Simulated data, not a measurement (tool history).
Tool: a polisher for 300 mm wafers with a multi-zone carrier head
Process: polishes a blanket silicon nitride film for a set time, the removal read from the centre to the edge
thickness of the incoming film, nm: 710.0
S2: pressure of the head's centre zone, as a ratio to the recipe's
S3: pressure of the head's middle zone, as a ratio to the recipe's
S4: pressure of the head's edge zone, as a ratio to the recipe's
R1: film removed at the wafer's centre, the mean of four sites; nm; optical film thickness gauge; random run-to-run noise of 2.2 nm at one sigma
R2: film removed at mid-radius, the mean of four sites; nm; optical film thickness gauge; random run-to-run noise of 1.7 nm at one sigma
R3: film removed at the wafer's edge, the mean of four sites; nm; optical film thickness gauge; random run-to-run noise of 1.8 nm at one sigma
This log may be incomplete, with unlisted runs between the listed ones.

run 1 hour=0.0 | flow_of_slurry_(ml/min)=285 S2=1.00 S3=1.00 S4=1.00 polishing_time_(s)=68 | R1=164.05 R2=170.43 R3=168.65
run 2 hour=1.2 | flow_of_slurry_(ml/min)=285 S2=1.00 S3=1.00 S4=1.06 polishing_time_(s)=68 | R1=166.50 R2=168.12 R3=175.90
run 3 hour=4.9 | flow_of_slurry_(ml/min)=285 S2=1.00 S3=0.95 S4=1.06 polishing_time_(s)=68 | R1=166.90 R2=161.29 R3=174.19
run 4 hour=8.4 | flow_of_slurry_(ml/min)=315 S2=1.00 S3=0.95 S4=1.06 polishing_time_(s)=68 | R1=166.58 R2=164.61 R3=174.98
run 5 hour=11.1 | flow_of_slurry_(ml/min)=320 S2=1.04 S3=0.96 S4=1.07 polishing_time_(s)=68 | R1=176.74 R2=166.00 R3=176.89
run 6 hour=19.5 | flow_of_slurry_(ml/min)=375 S2=1.04 S3=0.96 S4=1.07 polishing_time_(s)=68 | R1=177.20 R2=171.71 R3=179.78
run 7 hour=27.2 | flow_of_slurry_(ml/min)=375 S2=1.07 S3=0.96 S4=1.07 polishing_time_(s)=68 | R1=182.69 R2=167.91 R3=181.17

Forecast run 8:
run 8 hour=29.9 | flow_of_slurry_(ml/min)=380 S2=1.09 S3=0.97 S4=1.06 polishing_time_(s)=68 | R1=? R2=? R3=?

R1: 182.52 nm
R2: 171.73 nm
R3: 180.10 nm

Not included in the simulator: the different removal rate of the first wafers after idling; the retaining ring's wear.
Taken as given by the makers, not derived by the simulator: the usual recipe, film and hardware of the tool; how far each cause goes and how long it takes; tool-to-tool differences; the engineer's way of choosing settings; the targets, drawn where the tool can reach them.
